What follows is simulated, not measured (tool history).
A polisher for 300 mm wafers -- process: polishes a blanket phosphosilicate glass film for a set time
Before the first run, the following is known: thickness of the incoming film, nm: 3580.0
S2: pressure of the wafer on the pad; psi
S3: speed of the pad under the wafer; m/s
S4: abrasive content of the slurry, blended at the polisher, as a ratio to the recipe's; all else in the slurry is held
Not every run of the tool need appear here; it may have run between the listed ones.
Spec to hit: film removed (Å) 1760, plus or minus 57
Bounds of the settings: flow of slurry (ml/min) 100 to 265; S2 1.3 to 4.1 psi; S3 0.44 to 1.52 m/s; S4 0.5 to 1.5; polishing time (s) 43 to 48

Run 1, day 0: flow of slurry (ml/min) 170, S2 2.7 psi, S3 0.98 m/s, S4 1, polishing time (s) 48. Result: film removed (Å) 3994.6.
Run 2, day 0.308: flow of slurry (ml/min) 155, S2 2.7 psi, S3 0.98 m/s, S4 1, polishing time (s) 48. Result: film removed (Å) 3878.6.
Run 3, day 0.5: flow of slurry (ml/min) 145, S2 2.3 psi, S3 0.9 m/s, S4 1, polishing time (s) 48. Result: film removed (Å) 3160.7.
Run 4, day 0.7: flow of slurry (ml/min) 145, S2 2.3 psi, S3 0.9 m/s, S4 0.85, polishing time (s) 48. Result: film removed (Å) 2943.9.
Run 5, day 1.058: flow of slurry (ml/min) 145, S2 1.9 psi, S3 0.9 m/s, S4 0.85, polishing time (s) 48. Result: film removed (Å) 2535.2.
Run 6, day 1.271: flow of slurry (ml/min) 140, S2 1.7 psi, S3 0.86 m/s, S4 0.85, polishing time (s) 48. Result: film removed (Å) 2189.3.
Run 7, day 1.529: flow of slurry (ml/min) 120, S2 1.3 psi, S3 0.84 m/s, S4 0.85, polishing time (s) 48. Result: film removed (Å) 1645.2.
Run 8, day 1.596: flow of slurry (ml/min) 125, S2 1.3 psi, S3 0.84 m/s, S4 0.85, polishing time (s) 48. Result: film removed (Å) 1665.7.
Run 9, day 1.812: flow of slurry (ml/min) 130, S2 1.3 psi, S3 0.84 m/s, S4 0.85, polishing time (s) 48. Result: film removed (Å) 1705.9.

5 candidate next runs follow, results not yet known. Just one meets every target within its allowed miss. Identify it.
Run A, day 2.029: flow of slurry (ml/min) 145, S2 1.6 psi, S3 0.84 m/s, S4 0.55, polishing time (s) 48. Result: film removed (Å) ?.
Run B, day 2.029: flow of slurry (ml/min) 125, S2 1.3 psi, S3 0.82 m/s, S4 0.8, polishing time (s) 48. Result: film removed (Å) ?.
Run C, day 2.029: flow of slurry (ml/min) 110, S2 1.4 psi, S3 1.1 m/s, S4 0.65, polishing time (s) 46. Result: film removed (Å) ?.
Run D, day 2.029: flow of slurry (ml/min) 150, S2 1.3 psi, S3 0.78 m/s, S4 0.95, polishing time (s) 44. Result: film removed (Å) ?.
Run E, day 2.029: flow of slurry (ml/min) 125, S2 1.4 psi, S3 0.82 m/s, S4 0.8, polishing time (s) 47. Result: film removed (Å) ?.

move  film removed (Å)
   A            1651.9
   B            1611.4
   C            1750.6
   D            1609.3
   E            1676.1
A: further off than the last run
B: further off than the last run
C: every result within its allowed miss
D: further off than the last run
E: further off than the last run
The move that meets every target is C.

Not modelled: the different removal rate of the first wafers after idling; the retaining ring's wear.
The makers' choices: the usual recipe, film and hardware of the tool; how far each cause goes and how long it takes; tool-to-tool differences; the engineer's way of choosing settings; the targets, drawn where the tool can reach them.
